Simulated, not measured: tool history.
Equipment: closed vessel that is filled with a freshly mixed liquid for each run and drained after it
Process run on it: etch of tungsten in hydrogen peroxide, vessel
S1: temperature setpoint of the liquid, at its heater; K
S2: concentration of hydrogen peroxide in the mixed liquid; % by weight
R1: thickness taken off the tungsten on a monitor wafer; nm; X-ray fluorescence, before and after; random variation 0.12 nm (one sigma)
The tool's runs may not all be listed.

Run 1, day 0: S1 317.15 K, S2 15.5 % by weight, time in the liquid (s) 30. Result: R1 30.429 nm.
Run 2, day 0.262: S1 317.15 K, S2 15.5 % by weight, time in the liquid (s) 30. Result: R1 30.396 nm.
Run 3, day 0.408: S1 323.65 K, S2 15.5 % by weight, time in the liquid (s) 30. Result: R1 44.997 nm.
Run 4, day 0.467: S1 316.65 K, S2 15.5 % by weight, time in the liquid (s) 30. Result: R1 29.296 nm.
Run 5, day 0.625: S1 316.65 K, S2 15.5 % by weight, time in the liquid (s) 30. Result: R1 29.56 nm.
Run 6, day 0.921: S1 316.65 K, S2 18 % by weight, time in the liquid (s) 30. Result: R1 32.009 nm.
Run 7, day 1.188: S1 315.65 K, S2 18 % by weight, time in the liquid (s) 30. Result: R1 29.965 nm.
Run 8, day 1.442: S1 315.15 K, S2 18 % by weight, time in the liquid (s) 30. Result: R1 28.707 nm.
Run 9, day 1.517: S1 314.65 K, S2 18 % by weight, time in the liquid (s) 30. Result: R1 27.681 nm.
Run 10, day 1.575: S1 314.15 K, S2 18 % by weight, time in the liquid (s) 30. Result: R1 27.403 nm.

What will run 11 give?
Run 11, day 1.612: S1 310.65 K, S2 18 % by weight, time in the liquid (s) 30. Result: R1 ?.

{"run 11": {"R1": 21.491}}
